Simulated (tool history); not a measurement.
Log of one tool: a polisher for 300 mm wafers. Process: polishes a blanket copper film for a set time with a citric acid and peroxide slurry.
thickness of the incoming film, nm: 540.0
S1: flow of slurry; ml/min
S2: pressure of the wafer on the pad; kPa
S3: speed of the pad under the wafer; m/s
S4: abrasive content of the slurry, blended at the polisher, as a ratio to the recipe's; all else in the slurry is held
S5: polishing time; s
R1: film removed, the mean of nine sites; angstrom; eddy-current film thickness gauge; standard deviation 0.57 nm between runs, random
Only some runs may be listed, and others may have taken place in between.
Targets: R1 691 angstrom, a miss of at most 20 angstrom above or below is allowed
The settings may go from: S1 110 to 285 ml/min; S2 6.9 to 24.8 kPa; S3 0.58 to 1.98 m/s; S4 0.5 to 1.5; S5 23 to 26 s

| run | hour | S1 | S2 | S3 | S4 | S5 | R1 |
|---|---|---|---|---|---|---|---|
| 1 | 0 | 180 | 15.9 | 1.28 | 1 | 26 | 543.64 |
| 2 | 8 | 180 | 15.9 | 1.28 | 1.1 | 26 | 555.43 |
| 3 | 15.6 | 180 | 15.9 | 1.28 | 1 | 26 | 542.1 |
| 4 | 17.4 | 185 | 16.5 | 1.28 | 1 | 26 | 564.77 |
| 5 | 23 | 185 | 17.2 | 1.28 | 1 | 26 | 588.22 |
|  | 30.7 | head pressure recalibrated |
| 6 | 30.7 | 185 | 17.2 | 1.28 | 0.85 | 26 | 517.54 |
| 7 | 38 | 190 | 18.6 | 1.28 | 0.85 | 26 | 563.84 |
| 8 | 42.3 | 215 | 22.1 | 1.28 | 0.85 | 26 | 654.45 |
| 9 | 49.6 | 215 | 22.8 | 1.28 | 0.85 | 26 | 661.63 |

Consider the 5 candidate settings below. Which is the only one whose results all fall within their allowed miss of target?
| A | 56.9 | 285 | 20.7 | 1.48 | 1 | 24 | ? |
| B | 56.9 | 215 | 24.1 | 1.24 | 0.8 | 25 | ? |
| C | 56.9 | 155 | 19.3 | 1.56 | 0.7 | 25 | ? |
| D | 56.9 | 230 | 18.6 | 1.66 | 0.8 | 23 | ? |
| E | 56.9 | 225 | 23.4 | 1.16 | 0.9 | 26 | ? |

| move | R1 |
|---|---|
| A | 702.59 |
| B | 646.86 |
| C | 626.14 |
| D | 644.32 |
| E | 634.65 |
A: every result within its allowed miss
B: lands further from the targets than the last run did
C: lands further from the targets than the last run did
D: lands further from the targets than the last run did
E: lands further from the targets than the last run did
Answer: A
